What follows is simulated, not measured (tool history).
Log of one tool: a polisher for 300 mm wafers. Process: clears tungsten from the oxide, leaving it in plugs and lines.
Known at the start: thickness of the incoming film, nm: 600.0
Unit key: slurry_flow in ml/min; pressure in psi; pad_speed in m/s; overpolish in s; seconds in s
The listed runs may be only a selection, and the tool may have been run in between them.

run,day,slurry_flow,pressure,pad_speed,slurry_solids,overpolish,seconds
1,0.000,280,4.9,1.38,1.00,4,62.178
2,0.342,240,4.9,1.38,1.00,4,62.924
3,0.521,240,4.3,1.36,1.00,4,72.196
4,0.700,170,4.3,1.36,1.00,4,74.739
5,0.875,170,4.3,1.36,1.15,4,72.586
6,1.175,170,4.3,1.36,1.35,4,68.175
7,1.271,170,3.8,1.36,1.35,4,77.897
8,1.592,170,3.5,1.36,1.35,4,82.348

Expected results for the next run?
9,1.733,170,3.3,1.36,1.35,4,?

{"run 9": {"seconds": 89.104}}
